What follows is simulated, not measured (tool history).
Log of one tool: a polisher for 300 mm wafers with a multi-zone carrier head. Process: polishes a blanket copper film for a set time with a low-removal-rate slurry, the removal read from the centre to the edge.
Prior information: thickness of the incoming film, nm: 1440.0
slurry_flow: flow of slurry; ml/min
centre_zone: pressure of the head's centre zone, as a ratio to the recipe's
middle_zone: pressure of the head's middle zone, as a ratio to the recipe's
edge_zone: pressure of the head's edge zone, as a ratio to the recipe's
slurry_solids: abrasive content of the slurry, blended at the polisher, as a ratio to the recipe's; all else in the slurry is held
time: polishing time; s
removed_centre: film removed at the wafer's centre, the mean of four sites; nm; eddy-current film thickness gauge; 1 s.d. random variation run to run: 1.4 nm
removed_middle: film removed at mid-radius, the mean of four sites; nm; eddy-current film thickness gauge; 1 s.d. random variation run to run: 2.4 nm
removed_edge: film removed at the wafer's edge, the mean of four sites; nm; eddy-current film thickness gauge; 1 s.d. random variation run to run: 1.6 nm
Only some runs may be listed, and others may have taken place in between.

run,hour,slurry_flow,centre_zone,middle_zone,edge_zone,slurry_solids,time,removed_centre,removed_middle,removed_edge
1,0,175,1,1,1,1,48,182.92,187.19,180.51
2,2.7,185,1.01,1,1,1,48,186.93,191.32,183.84
3,4.7,205,1.01,1,1,1,48,191.15,192.47,185.46
4,9.2,215,1.02,1,1,1,48,194.92,190.56,184.57
5,14.8,215,1.02,1,1.05,1,48,194.67,191.6,187.71
6,17.6,215,1.02,1.04,1.05,1,48,193.51,195.94,189.05
7,20.7,220,1.03,1.04,1.05,1,48,197.96,192.1,191.71
8,29.3,225,1.03,1.04,1.03,1,48,197.27,198.8,188.41
9,33.4,230,1.04,1.04,1.03,1,48,199.46,199.15,189.97

For run 10, what comes out?
10,41.6,235,1.05,1.04,1.03,1,48,?,?,?

{"run 10": {"removed_centre": 202.47, "removed_middle": 197.25, "removed_edge": 189.46}}

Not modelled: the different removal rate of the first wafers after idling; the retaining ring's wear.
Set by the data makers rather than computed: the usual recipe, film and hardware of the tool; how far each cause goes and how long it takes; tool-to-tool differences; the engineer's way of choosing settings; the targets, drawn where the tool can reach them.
